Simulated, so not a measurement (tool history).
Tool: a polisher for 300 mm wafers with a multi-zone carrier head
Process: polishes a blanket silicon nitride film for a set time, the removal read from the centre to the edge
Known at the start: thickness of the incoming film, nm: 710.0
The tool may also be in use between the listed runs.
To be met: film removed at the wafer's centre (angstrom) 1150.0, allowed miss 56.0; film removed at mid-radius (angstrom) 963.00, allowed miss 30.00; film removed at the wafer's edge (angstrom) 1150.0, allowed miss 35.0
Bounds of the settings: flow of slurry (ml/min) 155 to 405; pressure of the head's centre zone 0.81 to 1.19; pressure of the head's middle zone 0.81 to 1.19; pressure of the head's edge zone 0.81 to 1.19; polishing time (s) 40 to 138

| run | hour | flow of slurry (ml/min) | pressure of the head's centre zone | pressure of the head's middle zone | pressure of the head's edge zone | polishing time (s) | film removed at the wafer's centre (angstrom) | film removed at mid-radius (angstrom) | film removed at the wafer's edge (angstrom) |
|---|---|---|---|---|---|---|---|---|---|
| 1 | 0.0 | 260 | 1.00 | 1.00 | 1.00 | 88 | 1326.5 | 1258.70 | 1262.9 |
| 2 | 2.3 | 260 | 1.00 | 1.00 | 1.00 | 99 | 1525.5 | 1446.10 | 1447.9 |
| 3 | 5.0 | 255 | 0.99 | 0.97 | 1.00 | 96 | 1467.5 | 1346.50 | 1383.6 |
| 4 | 7.7 | 250 | 0.97 | 0.95 | 1.00 | 94 | 1382.0 | 1290.20 | 1357.3 |
| 5 | 8.3 | 250 | 0.97 | 0.95 | 1.00 | 116 | 1706.5 | 1597.60 | 1682.1 |
| 6 | 13.1 | 250 | 0.97 | 0.95 | 1.09 | 116 | 1759.4 | 1604.80 | 1708.3 |
| 7 | 21.4 | 245 | 0.97 | 0.93 | 1.09 | 110 | 1610.3 | 1478.10 | 1645.8 |
|  | 22.3 | centre zone pressure recalibrated |
| 8 | 22.3 | 245 | 0.98 | 0.92 | 1.07 | 105 | 1468.9 | 1427.40 | 1567.2 |
| 9 | 28.7 | 270 | 0.95 | 0.92 | 1.09 | 100 | 1356.6 | 1363.40 | 1524.2 |
| 10 | 29.4 | 255 | 0.97 | 0.91 | 1.08 | 97 | 1336.1 | 1313.00 | 1444.4 |
| 11 | 31.3 | 240 | 1.00 | 0.89 | 1.10 | 94 | 1303.2 | 1260.50 | 1423.6 |
| 12 | 38.4 | 225 | 1.03 | 0.88 | 1.10 | 91 | 1278.0 | 1191.90 | 1350.6 |
| 13 | 44.4 | 215 | 1.05 | 0.87 | 1.11 | 89 | 1282.5 | 1145.00 | 1330.2 |
| 14 | 45.2 | 210 | 1.06 | 0.86 | 1.10 | 87 | 1263.4 | 1087.10 | 1272.0 |

5 next moves are on the table. One of them brings every result within its allowed miss. Which?
| A | 46.0 | 250 | 1.01 | 0.93 | 1.15 | 75 | ? | ? | ? |
| B | 46.0 | 190 | 1.19 | 1.06 | 0.95 | 81 | ? | ? | ? |
| C | 46.0 | 205 | 1.16 | 0.86 | 1.03 | 83 | ? | ? | ? |
| D | 46.0 | 160 | 1.09 | 0.83 | 1.06 | 82 | ? | ? | ? |
| E | 46.0 | 205 | 1.14 | 0.85 | 1.04 | 94 | ? | ? | ? |

| move | film removed at the wafer's centre (angstrom) | film removed at mid-radius (angstrom) | film removed at the wafer's edge (angstrom) |
|---|---|---|---|
| A | 1069.8 | 1020.40 | 1146.8 |
| B | 1307.9 | 1157.40 | 1094.4 |
| C | 1321.6 | 1045.50 | 1178.3 |
| D | 1171.0 | 969.89 | 1146.1 |
| E | 1470.6 | 1175.40 | 1340.9 |
A: nearer than the last run, and not there yet
B: further off than the last run
C: nearer than the last run, and not there yet
D: meets every target
E: further off than the last run
Answer: D

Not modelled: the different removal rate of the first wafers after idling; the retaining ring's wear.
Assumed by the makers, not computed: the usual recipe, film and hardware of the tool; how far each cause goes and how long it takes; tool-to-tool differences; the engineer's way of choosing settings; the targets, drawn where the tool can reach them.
